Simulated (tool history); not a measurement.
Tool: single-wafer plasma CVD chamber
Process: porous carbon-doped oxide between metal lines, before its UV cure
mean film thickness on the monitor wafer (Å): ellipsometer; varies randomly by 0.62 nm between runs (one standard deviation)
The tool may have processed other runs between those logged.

| run | hour | heater temperature setpoint (deg C) | RF power (W) | deposition time (s) | mean film thickness on the monitor wafer (Å) |
|---|---|---|---|---|---|
| 1 | 0 | 290 | 645 | 35.8 | 2601.3 |
| 2 | 4.6 | 290 | 600 | 35.8 | 2472.7 |
| 3 | 6.8 | 290 | 600 | 35.8 | 2470.7 |
| 4 | 11.2 | 290 | 600 | 34.2 | 2352 |
| 5 | 18.4 | 290 | 600 | 34.2 | 2358.2 |
| 6 | 26.7 | 297 | 600 | 34.2 | 2273.5 |
| 7 | 34.7 | 295 | 615 | 34.3 | 2347 |
| 8 | 39 | 293 | 630 | 34.4 | 2409.9 |
| 9 | 47.5 | 291 | 645 | 34.5 | 2498.4 |
| 10 | 52.3 | 289 | 655 | 34.5 | 2543.7 |

Expected results for the next run?
| 11 | 56.3 | 287 | 665 | 34.6 | ? |

Run 11 produced mean film thickness on the monitor wafer (Å) 2617.4.

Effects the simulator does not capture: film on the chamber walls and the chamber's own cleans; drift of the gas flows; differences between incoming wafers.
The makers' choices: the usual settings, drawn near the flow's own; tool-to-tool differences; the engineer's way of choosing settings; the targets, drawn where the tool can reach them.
